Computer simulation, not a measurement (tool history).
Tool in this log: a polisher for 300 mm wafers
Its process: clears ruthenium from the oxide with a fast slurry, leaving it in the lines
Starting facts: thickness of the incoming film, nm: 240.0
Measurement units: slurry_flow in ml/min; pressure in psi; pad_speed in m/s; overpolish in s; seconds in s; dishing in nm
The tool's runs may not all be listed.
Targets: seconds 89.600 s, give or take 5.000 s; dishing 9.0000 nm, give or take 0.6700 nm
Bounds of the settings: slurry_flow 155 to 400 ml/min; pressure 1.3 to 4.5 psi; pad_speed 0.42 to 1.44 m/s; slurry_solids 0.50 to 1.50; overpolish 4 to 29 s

run	hour	slurry_flow	pressure	pad_speed	slurry_solids	overpolish	seconds	dishing
1	0.0	255	2.9	0.92	1.00	15	76.691	34.0720
2	1.1	255	2.2	0.92	1.00	15	100.010	27.3080
3	6.0	255	2.2	0.92	1.00	20	100.770	36.1130
4	13.4	255	2.1	0.92	1.00	17	104.740	29.9290
5	22.3	255	2.3	0.84	1.00	14	105.090	25.7680
6	24.1	235	2.1	0.96	0.90	12	107.790	21.1560
7	31.6	220	2.0	1.06	0.80	10	114.670	17.0260
8	38.6	205	2.0	1.14	0.75	9	111.590	15.8740
9	42.2	195	2.0	1.20	0.70	8	111.910	14.0270
10	47.4	185	2.1	1.26	0.65	7	108.210	13.2570
# hour 54.1: slurry blender recalibrated
11	54.1	185	2.1	1.26	0.65	7	87.717	15.6850

Below are 5 possible settings for the next run. Only one of them brings all results inside the allowed miss of their targets. Which is it?
A	60.8	195	1.8	1.18	0.65	4	?	?
B	60.8	165	2.0	1.12	0.65	4	?	?
C	60.8	155	2.1	1.44	0.55	4	?	?
D	60.8	210	1.6	1.28	0.70	4	?	?
E	60.8	155	2.6	1.44	0.50	4	?	?

move	seconds	dishing
A	109.350	7.3809
B	106.330	7.5842
C	91.395	8.7818
D	107.480	7.5054
E	79.644	10.0270
A: carries the result that was furthest off beyond its target, to the other side
B: carries the result that was furthest off beyond its target, to the other side
C: every result lands within tolerance
D: carries the result that was furthest off beyond its target, to the other side
E: nearer the targets than the last run, but a result is still out of spec
C meets every target.
